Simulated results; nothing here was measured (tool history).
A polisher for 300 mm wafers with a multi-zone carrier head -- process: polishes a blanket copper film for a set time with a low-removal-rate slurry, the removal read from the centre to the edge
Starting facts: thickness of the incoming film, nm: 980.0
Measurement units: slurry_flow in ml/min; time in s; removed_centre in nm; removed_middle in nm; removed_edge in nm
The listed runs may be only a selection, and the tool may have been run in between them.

run,hour,slurry_flow,centre_zone,middle_zone,edge_zone,slurry_solids,time,removed_centre,removed_middle,removed_edge
1,0,315,1,1,1,1,73,273.88,273.15,271.73
2,2.2,315,1,1,0.97,1,73,276.99,272.35,268.71
3,5.4,315,1,1,1.03,1,73,272.87,275.74,277.53
4,12.4,315,1.04,1,1.03,1,73,285.25,273.58,277.1
5,20.8,310,0.99,0.98,0.99,0.85,68,241.65,235.95,241.75
6,27.6,310,0.99,1.06,0.99,0.85,68,238.89,255.78,238.91
7,29.9,290,0.89,0.96,0.89,0.6,52,142.96,156.72,152.24

Forecast run 8:
8,35.1,355,0.98,1.02,0.99,0.6,52,?,?,?

{"run 8": {"removed_centre": 162.4, "removed_middle": 168.81, "removed_edge": 164.48}}

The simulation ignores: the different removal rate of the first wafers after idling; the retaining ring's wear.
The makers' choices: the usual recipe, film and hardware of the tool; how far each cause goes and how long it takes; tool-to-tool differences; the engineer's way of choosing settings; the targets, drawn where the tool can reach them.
